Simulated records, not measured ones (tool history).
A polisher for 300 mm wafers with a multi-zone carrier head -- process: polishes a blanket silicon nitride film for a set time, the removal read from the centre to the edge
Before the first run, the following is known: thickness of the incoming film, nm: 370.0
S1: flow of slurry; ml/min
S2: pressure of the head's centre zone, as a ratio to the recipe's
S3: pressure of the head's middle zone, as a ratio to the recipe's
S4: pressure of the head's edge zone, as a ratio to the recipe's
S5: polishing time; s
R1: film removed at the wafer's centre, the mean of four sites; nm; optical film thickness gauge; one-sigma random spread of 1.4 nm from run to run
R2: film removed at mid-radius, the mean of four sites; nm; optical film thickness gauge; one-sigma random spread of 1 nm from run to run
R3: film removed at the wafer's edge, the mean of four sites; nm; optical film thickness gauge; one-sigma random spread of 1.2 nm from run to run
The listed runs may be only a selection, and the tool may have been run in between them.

run	hour	S1	S2	S3	S4	S5	R1	R2	R3
1	0	285	1	1	1	54	109.6	113.05	110.32
2	7.8	285	1	1	1	47	95.622	97.052	96.837
3	8.5	330	1	1	1	47	97.649	98.253	96.856
4	15.4	330	1	1.02	1	48	97.699	101.35	100.23
5	16.9	325	1.01	1.04	0.98	49	101.22	105.65	101.66
6	20.4	325	1.01	1.06	0.96	50	101.58	110.76	103.97
7	23.9	325	1.02	1.08	0.94	50	108.23	113.27	102.81
8	25.3	325	1.02	1.09	0.93	50	107.72	112.9	100.03
9	28.4	325	1.02	1.1	0.93	51	107.67	116.58	103.79

Run 10 has not been measured yet. What should we expect?
10	34.2	325	1.02	1.11	0.92	51	?	?	?

Run 10 produced R1 108.21 nm, R2 116.15 nm, R3 99.992 nm.

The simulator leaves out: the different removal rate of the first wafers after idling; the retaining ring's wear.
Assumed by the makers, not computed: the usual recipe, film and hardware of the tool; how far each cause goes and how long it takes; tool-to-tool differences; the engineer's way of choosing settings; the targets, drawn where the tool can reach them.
